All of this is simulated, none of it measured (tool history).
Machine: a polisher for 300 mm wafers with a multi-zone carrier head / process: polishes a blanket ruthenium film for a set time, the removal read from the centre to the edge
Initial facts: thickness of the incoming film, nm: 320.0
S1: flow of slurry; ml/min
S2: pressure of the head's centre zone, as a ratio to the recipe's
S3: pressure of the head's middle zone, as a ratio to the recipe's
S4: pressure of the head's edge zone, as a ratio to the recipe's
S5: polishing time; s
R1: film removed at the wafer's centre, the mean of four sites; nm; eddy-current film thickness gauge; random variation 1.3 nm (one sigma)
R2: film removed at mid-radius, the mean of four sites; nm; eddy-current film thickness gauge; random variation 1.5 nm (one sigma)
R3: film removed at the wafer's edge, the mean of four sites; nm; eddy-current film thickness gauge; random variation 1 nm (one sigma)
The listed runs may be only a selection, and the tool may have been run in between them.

run,day,S1,S2,S3,S4,S5,R1,R2,R3
1,0,240,1,1,1,73,89.755,88.344,89.966
2,0.125,245,1,1.01,1.02,74,93.868,90.993,90.599
3,0.371,245,1,1.01,1.02,56,70.885,70.612,68.765
4,0.438,240,0.99,1.02,1.02,60,73.859,75.02,74.529
5,0.675,240,0.99,1.02,0.96,60,73.203,74.747,71.622
6,0.754,235,0.98,1.03,0.97,63,77.973,80.704,74.794

Run 7 has not been measured yet. What should we expect?
7,0.833,235,0.97,1.03,0.99,66,?,?,?

For run 7 the tool returned R1 81.304 nm, R2 82.116 nm, R3 80.589 nm.
